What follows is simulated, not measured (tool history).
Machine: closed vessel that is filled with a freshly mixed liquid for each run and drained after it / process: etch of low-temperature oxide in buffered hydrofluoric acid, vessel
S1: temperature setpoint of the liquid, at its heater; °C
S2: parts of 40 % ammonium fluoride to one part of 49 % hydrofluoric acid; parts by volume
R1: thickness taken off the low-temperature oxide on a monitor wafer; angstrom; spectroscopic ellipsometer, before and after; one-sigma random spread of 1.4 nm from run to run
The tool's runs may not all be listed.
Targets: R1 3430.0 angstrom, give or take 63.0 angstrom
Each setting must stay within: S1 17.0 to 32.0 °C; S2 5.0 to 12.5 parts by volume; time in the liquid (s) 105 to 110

{"run": 1, "day": 0.0, "S1": 24.0, "S2": 7.5, "time in the liquid (s)": 105, "R1": 2727.5}
{"run": 2, "day": 0.196, "S1": 24.0, "S2": 6.5, "time in the liquid (s)": 105, "R1": 3103.6}
{"run": 3, "day": 0.433, "S1": 24.0, "S2": 7.5, "time in the liquid (s)": 105, "R1": 2732.8}
{"run": 4, "day": 0.679, "S1": 25.0, "S2": 7.5, "time in the liquid (s)": 105, "R1": 2892.7}
{"run": 5, "day": 0.729, "S1": 25.0, "S2": 7.5, "time in the liquid (s)": 105, "R1": 2881.0}
{"run": 6, "day": 1.0, "S1": 25.0, "S2": 8.5, "time in the liquid (s)": 105, "R1": 2518.8}
{"run": 7, "day": 1.05, "S1": 29.0, "S2": 8.5, "time in the liquid (s)": 105, "R1": 3112.2}
{"run": 8, "day": 1.388, "S1": 29.5, "S2": 8.5, "time in the liquid (s)": 105, "R1": 3207.0}
{"run": 9, "day": 1.712, "S1": 30.0, "S2": 8.5, "time in the liquid (s)": 105, "R1": 3292.3}

Exactly one of the 4 candidate moves below puts every result within its allowed miss. Which one?
{"run": "A", "day": 2.038, "S1": 31.0, "S2": 9.0, "time in the liquid (s)": 110, "R1": "?"}
{"run": "B", "day": 2.038, "S1": 30.5, "S2": 8.0, "time in the liquid (s)": 105, "R1": "?"}
{"run": "C", "day": 2.038, "S1": 29.0, "S2": 8.0, "time in the liquid (s)": 105, "R1": "?"}
{"run": "D", "day": 2.038, "S1": 31.5, "S2": 9.5, "time in the liquid (s)": 110, "R1": "?"}

move=A R1=3391.3
move=B R1=3582.2
move=C R1=3311.2
move=D R1=3282.3
A: meets every target
B: pushes the last run's worst result past its target
C: nearer than the last run, and not there yet
D: misses by more than the last run did
Correct choice: A, which meets every target
